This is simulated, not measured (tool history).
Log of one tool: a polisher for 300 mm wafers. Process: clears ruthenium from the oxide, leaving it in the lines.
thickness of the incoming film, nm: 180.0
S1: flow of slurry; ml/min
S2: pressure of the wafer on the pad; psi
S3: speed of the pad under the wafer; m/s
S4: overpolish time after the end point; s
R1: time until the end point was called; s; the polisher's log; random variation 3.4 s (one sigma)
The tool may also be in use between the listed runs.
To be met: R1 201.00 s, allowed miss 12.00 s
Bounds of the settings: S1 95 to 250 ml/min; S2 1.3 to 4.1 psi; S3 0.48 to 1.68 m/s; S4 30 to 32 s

{"run": 1, "hour": 0.0, "S1": 160, "S2": 2.7, "S3": 1.08, "S4": 30, "R1": 106.25}
{"run": 2, "hour": 7.6, "S1": 160, "S2": 2.3, "S3": 1.04, "S4": 30, "R1": 127.55}
{"run": 3, "hour": 13.7, "S1": 130, "S2": 2.3, "S3": 1.04, "S4": 30, "R1": 137.74}
{"run": 4, "hour": 19.5, "S1": 130, "S2": 2.9, "S3": 1.04, "S4": 30, "R1": 105.63}
{"run": 5, "hour": 22.0, "S1": 130, "S2": 2.9, "S3": 1.04, "S4": 30, "R1": 109.33}
{"run": 6, "hour": 24.5, "S1": 125, "S2": 2.4, "S3": 1.02, "S4": 30, "R1": 130.54}
{"run": 7, "hour": 27.2, "S1": 125, "S2": 2.4, "S3": 1.02, "S4": 30, "R1": 138.12}
{"run": 8, "hour": 34.9, "S1": 120, "S2": 2.2, "S3": 1.0, "S4": 30, "R1": 152.95}
{"run": 9, "hour": 35.7, "S1": 115, "S2": 2.0, "S3": 1.0, "S4": 30, "R1": 169.24}
{"run": 10, "hour": 38.8, "S1": 110, "S2": 1.9, "S3": 1.0, "S4": 30, "R1": 174.13}
{"run": 11, "hour": 41.3, "S1": 110, "S2": 1.9, "S3": 1.0, "S4": 30, "R1": 174.62}
{"run": 12, "hour": 49.1, "S1": 110, "S2": 1.8, "S3": 1.0, "S4": 30, "R1": 185.88}

5 next moves are on the table. One of them brings every result within its allowed miss. Which?
{"run": "A", "hour": 56.9, "S1": 120, "S2": 1.8, "S3": 1.12, "S4": 32, "R1": "?"}
{"run": "B", "hour": 56.9, "S1": 115, "S2": 2.0, "S3": 0.8, "S4": 30, "R1": "?"}
{"run": "C", "hour": 56.9, "S1": 110, "S2": 2.0, "S3": 1.02, "S4": 30, "R1": "?"}
{"run": "D", "hour": 56.9, "S1": 95, "S2": 2.1, "S3": 0.74, "S4": 30, "R1": "?"}
{"run": "E", "hour": 56.9, "S1": 100, "S2": 1.6, "S3": 1.26, "S4": 32, "R1": "?"}

move=A R1=162.15
move=B R1=205.11
move=C R1=164.24
move=D R1=223.16
move=E R1=170.25
A: further off than the last run
B: meets every target
C: further off than the last run
D: takes the result that was furthest off past its target
E: further off than the last run
Answer: B
